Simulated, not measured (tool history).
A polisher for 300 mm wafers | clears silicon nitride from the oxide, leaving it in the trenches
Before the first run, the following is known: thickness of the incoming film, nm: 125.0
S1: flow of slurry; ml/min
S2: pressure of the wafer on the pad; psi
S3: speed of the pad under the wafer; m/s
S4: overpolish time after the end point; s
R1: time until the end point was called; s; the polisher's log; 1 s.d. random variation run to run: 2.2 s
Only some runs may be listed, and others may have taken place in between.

run 1 hour=0 | S1=160 S2=3.5 S3=1.04 S4=23 | R1=106.93
run 2 hour=2.2 | S1=160 S2=3.2 S3=1.04 S4=23 | R1=114.07
run 3 hour=6.9 | S1=160 S2=3 S3=1.02 S4=23 | R1=123.85
run 4 hour=13 | S1=160 S2=3 S3=1.02 S4=24 | R1=126.5
run 5 hour=13.6 | S1=130 S2=3 S3=1.02 S4=24 | R1=130.82
run 6 hour=14.4 | S1=130 S2=3 S3=0.94 S4=24 | R1=141.1
run 7 hour=20.6 | S1=130 S2=2.8 S3=0.94 S4=24 | R1=151.58
run 8 hour=21.8 | S1=130 S2=2.7 S3=0.94 S4=24 | R1=156.99
run 9 hour=27.8 | S1=130 S2=2.7 S3=0.94 S4=24 | R1=155.77
run 10 hour=35.8 | S1=125 S2=1.8 S3=0.92 S4=24 | R1=235.97
run 11 hour=42.9 | S1=125 S2=1.8 S3=0.92 S4=24 | R1=238.15
run 12 hour=47.6 | S1=125 S2=1.9 S3=0.92 S4=24 | R1=226.73
run 13 hour=51.7 | S1=125 S2=1.9 S3=0.92 S4=24 | R1=223.67
run 14 hour=57.4 | S1=130 S2=1.9 S3=0.92 S4=24 | R1=226.23
run 15 hour=64.1 | S1=130 S2=2 S3=0.92 S4=24 | R1=210.94

Estimate the outcome of run 16 from the log above:
run 16 hour=72.5 | S1=135 S2=2 S3=0.92 S4=24 | R1=?

R1: 210.48 s

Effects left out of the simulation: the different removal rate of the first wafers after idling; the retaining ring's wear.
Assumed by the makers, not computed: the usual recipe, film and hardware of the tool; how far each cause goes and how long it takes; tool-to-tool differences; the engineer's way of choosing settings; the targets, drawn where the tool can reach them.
